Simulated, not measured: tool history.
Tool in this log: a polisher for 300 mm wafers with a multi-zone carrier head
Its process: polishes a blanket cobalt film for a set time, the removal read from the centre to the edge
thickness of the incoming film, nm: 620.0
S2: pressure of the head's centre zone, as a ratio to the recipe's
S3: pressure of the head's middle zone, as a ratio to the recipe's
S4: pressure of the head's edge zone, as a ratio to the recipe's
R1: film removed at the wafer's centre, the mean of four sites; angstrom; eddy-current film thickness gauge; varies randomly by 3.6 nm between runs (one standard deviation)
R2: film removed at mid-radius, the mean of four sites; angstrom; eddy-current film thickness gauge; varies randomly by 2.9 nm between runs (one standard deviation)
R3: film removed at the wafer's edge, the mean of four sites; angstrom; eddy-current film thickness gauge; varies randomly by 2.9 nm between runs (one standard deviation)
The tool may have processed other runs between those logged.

Run 1, day 0: flow of slurry (ml/min) 140, S2 1, S3 1, S4 1, polishing time (s) 46. Result: R1 2446.3 angstrom, R2 2411 angstrom, R3 2485 angstrom.
Run 2, day 0.312: flow of slurry (ml/min) 140, S2 1, S3 1, S4 1, polishing time (s) 51. Result: R1 2735.2 angstrom, R2 2682.7 angstrom, R3 2729.6 angstrom.
Run 3, day 0.662: flow of slurry (ml/min) 140, S2 1.06, S3 1, S4 1, polishing time (s) 51. Result: R1 2871.6 angstrom, R2 2667 angstrom, R3 2683.1 angstrom.
Run 4, day 0.733: flow of slurry (ml/min) 140, S2 1.06, S3 1, S4 0.95, polishing time (s) 51. Result: R1 2924.9 angstrom, R2 2691.5 angstrom, R3 2668.1 angstrom.
Run 5, day 1.108: flow of slurry (ml/min) 155, S2 1.05, S3 0.98, S4 0.99, polishing time (s) 54. Result: R1 3134 angstrom, R2 2824.6 angstrom, R3 2878 angstrom.
Run 6, day 1.412: flow of slurry (ml/min) 125, S2 1.05, S3 0.98, S4 0.99, polishing time (s) 54. Result: R1 2982.9 angstrom, R2 2738.9 angstrom, R3 2751.1 angstrom.

Run 7 comes next. What will it give?
Run 7, day 1.75: flow of slurry (ml/min) 155, S2 1.05, S3 0.98, S4 1.02, polishing time (s) 55. Result: R1 ?, R2 ?, R3 ?.

R1: 3182.8 angstrom
R2: 2936.3 angstrom
R3: 3027 angstrom
